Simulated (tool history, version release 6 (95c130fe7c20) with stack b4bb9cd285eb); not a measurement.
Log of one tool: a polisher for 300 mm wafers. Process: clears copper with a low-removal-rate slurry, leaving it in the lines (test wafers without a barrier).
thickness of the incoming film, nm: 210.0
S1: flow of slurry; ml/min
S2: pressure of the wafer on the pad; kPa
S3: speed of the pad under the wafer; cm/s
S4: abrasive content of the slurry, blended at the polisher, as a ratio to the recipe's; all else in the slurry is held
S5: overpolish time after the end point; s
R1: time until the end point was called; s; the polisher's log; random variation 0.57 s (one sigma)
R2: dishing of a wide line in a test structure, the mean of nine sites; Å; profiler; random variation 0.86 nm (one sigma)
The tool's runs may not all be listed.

| run | day | S1 | S2 | S3 | S4 | S5 | R1 | R2 |
|---|---|---|---|---|---|---|---|---|
| 1 | 0.000 | 160 | 22.1 | 84 | 1.0 | 24 | 73.812 | 379.09 |
| 2 | 0.338 | 160 | 22.1 | 84 | 1.0 | 25 | 73.347 | 388.89 |
| 3 | 0.621 | 160 | 22.1 | 84 | 1.0 | 26 | 74.078 | 391.46 |
| 4 | 0.962 | 160 | 22.1 | 84 | 0.9 | 26 | 75.707 | 385.20 |
| 5 | 1.062 | 160 | 22.1 | 84 | 0.9 | 33 | 75.686 | 444.90 |
| 6 | 1.171 | 160 | 26.9 | 84 | 0.9 | 33 | 62.225 | 518.95 |
| 7 | 1.333 | 155 | 26.9 | 84 | 0.9 | 33 | 62.868 | 515.16 |

The next listed run, before its measurement:
| 8 | 1.417 | 155 | 26.9 | 84 | 0.9 | 33 | ? | ? |

Run 8 gave R1 62.216 s, R2 513.98 Å.
